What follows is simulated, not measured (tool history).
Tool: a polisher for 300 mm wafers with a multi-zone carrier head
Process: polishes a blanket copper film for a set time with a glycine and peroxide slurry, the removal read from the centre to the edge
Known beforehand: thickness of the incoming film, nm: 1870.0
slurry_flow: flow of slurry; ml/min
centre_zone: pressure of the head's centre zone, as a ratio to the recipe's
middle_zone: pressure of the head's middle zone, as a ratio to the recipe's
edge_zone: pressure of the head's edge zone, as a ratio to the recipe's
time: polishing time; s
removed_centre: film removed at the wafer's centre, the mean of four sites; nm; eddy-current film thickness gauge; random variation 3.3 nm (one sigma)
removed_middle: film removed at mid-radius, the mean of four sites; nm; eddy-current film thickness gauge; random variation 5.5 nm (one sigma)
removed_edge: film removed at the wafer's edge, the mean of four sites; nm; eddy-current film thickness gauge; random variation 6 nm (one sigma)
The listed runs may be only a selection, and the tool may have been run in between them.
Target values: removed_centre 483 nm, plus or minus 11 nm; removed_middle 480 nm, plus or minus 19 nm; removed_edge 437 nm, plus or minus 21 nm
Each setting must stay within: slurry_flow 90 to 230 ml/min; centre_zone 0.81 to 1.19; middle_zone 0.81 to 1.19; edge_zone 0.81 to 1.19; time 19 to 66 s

{"run": 1, "day": 0.0, "slurry_flow": 150, "centre_zone": 1, "middle_zone": 1, "edge_zone": 1, "time": 42, "removed_centre": 280.44, "removed_middle": 281.55, "removed_edge": 285.3}
{"run": 2, "day": 0.238, "slurry_flow": 150, "centre_zone": 1, "middle_zone": 1, "edge_zone": 0.95, "time": 42, "removed_centre": 280.84, "removed_middle": 282.8, "removed_edge": 284.49}
{"run": 3, "day": 0.425, "slurry_flow": 155, "centre_zone": 1.02, "middle_zone": 1.02, "edge_zone": 0.96, "time": 45, "removed_centre": 305.41, "removed_middle": 310.98, "removed_edge": 301.17}
{"run": 4, "day": 0.792, "slurry_flow": 155, "centre_zone": 1.02, "middle_zone": 1.02, "edge_zone": 0.96, "time": 54, "removed_centre": 369.94, "removed_middle": 373.02, "removed_edge": 365.27}
{"run": 5, "day": 1.038, "slurry_flow": 155, "centre_zone": 1.02, "middle_zone": 1.02, "edge_zone": 1.04, "time": 54, "removed_centre": 369.8, "removed_middle": 376.56, "removed_edge": 370.17}
{"run": 6, "day": 1.25, "slurry_flow": 155, "centre_zone": 1.02, "middle_zone": 0.98, "edge_zone": 1.04, "time": 54, "removed_centre": 368.99, "removed_middle": 357.16, "removed_edge": 365.8}
{"run": 7, "day": 1.271, "slurry_flow": 160, "centre_zone": 1.04, "middle_zone": 1, "edge_zone": 1.05, "time": 55, "removed_centre": 388.41, "removed_middle": 375.79, "removed_edge": 382.34}
{"day": 1.492, "done": "slurry nozzle cleaned"}
{"run": 8, "day": 1.492, "slurry_flow": 170, "centre_zone": 1.06, "middle_zone": 1.02, "edge_zone": 1.06, "time": 55, "removed_centre": 410.77, "removed_middle": 395.74, "removed_edge": 398.49}
{"run": 9, "day": 1.717, "slurry_flow": 210, "centre_zone": 1.11, "middle_zone": 1.12, "edge_zone": 1.03, "time": 55, "removed_centre": 447.98, "removed_middle": 443.4, "removed_edge": 394.56}
{"run": 10, "day": 1.783, "slurry_flow": 210, "centre_zone": 1.11, "middle_zone": 1.12, "edge_zone": 1.05, "time": 55, "removed_centre": 453.03, "removed_middle": 438.27, "removed_edge": 406.31}
{"run": 11, "day": 2.088, "slurry_flow": 210, "centre_zone": 1.11, "middle_zone": 1.12, "edge_zone": 1.05, "time": 55, "removed_centre": 447.61, "removed_middle": 433.01, "removed_edge": 414.61}
{"run": 12, "day": 2.425, "slurry_flow": 225, "centre_zone": 1.14, "middle_zone": 1.19, "edge_zone": 1.08, "time": 56, "removed_centre": 470.64, "removed_middle": 478.96, "removed_edge": 415.9}
{"run": 13, "day": 2.479, "slurry_flow": 225, "centre_zone": 1.14, "middle_zone": 1.19, "edge_zone": 1.09, "time": 56, "removed_centre": 472.39, "removed_middle": 474.32, "removed_edge": 424.77}
{"run": 14, "day": 2.579, "slurry_flow": 225, "centre_zone": 1.14, "middle_zone": 1.19, "edge_zone": 1.1, "time": 56, "removed_centre": 472.16, "removed_middle": 485.91, "removed_edge": 425.31}

Exactly one of the 4 candidate moves below puts every result within its allowed miss. Which one?
{"run": "A", "day": 2.679, "slurry_flow": 230, "centre_zone": 1.19, "middle_zone": 1.19, "edge_zone": 1.02, "time": 53, "removed_centre": "?", "removed_middle": "?", "removed_edge": "?"}
{"run": "B", "day": 2.679, "slurry_flow": 230, "centre_zone": 1.08, "middle_zone": 1.19, "edge_zone": 1.09, "time": 57, "removed_centre": "?", "removed_middle": "?", "removed_edge": "?"}
{"run": "C", "day": 2.679, "slurry_flow": 210, "centre_zone": 1.03, "middle_zone": 1.06, "edge_zone": 1.11, "time": 59, "removed_centre": "?", "removed_middle": "?", "removed_edge": "?"}
{"run": "D", "day": 2.679, "slurry_flow": 230, "centre_zone": 1.13, "middle_zone": 1.16, "edge_zone": 1.09, "time": 58, "removed_centre": "?", "removed_middle": "?", "removed_edge": "?"}

move=A removed_centre=470.96 removed_middle=445.89 removed_edge=399.59
move=B removed_centre=459.39 removed_middle=479.78 removed_edge=443.44
move=C removed_centre=447.51 removed_middle=444.95 removed_edge=460.19
move=D removed_centre=489.14 removed_middle=477.41 removed_edge=451.41
A: its largest miss is bigger than the last run's
B: its largest miss is bigger than the last run's
C: its largest miss is bigger than the last run's
D: each result inside its tolerance
Correct choice: D, which meets every target
